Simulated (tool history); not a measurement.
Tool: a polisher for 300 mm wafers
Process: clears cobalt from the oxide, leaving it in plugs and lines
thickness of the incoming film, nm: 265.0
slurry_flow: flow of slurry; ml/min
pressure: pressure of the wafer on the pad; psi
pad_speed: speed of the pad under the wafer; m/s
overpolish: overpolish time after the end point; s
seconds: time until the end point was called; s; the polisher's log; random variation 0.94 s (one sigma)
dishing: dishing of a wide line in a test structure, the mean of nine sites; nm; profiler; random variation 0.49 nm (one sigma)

run,hour,slurry_flow,pressure,pad_speed,overpolish,seconds,dishing
1,0,150,1.2,0.84,14,125.92,27.59
2,3.6,150,0.9,0.84,14,165.48,22.44
3,4.4,155,0.9,0.84,13,164,20.788
4,8.8,155,0.9,0.74,13,183.24,19.273
5,14.6,155,0.9,0.88,13,156.33,22.204
6,19.7,160,0.9,0.88,12,156.78,20.816
7,21.2,170,1.1,0.88,10,127.98,21.852
8,26.4,205,1.2,0.88,7,114.3,16.084

The next listed run, before its measurement:
9,31.3,200,1.2,0.88,7,?,?

seconds: 113.79 s
dishing: 17.976 nm
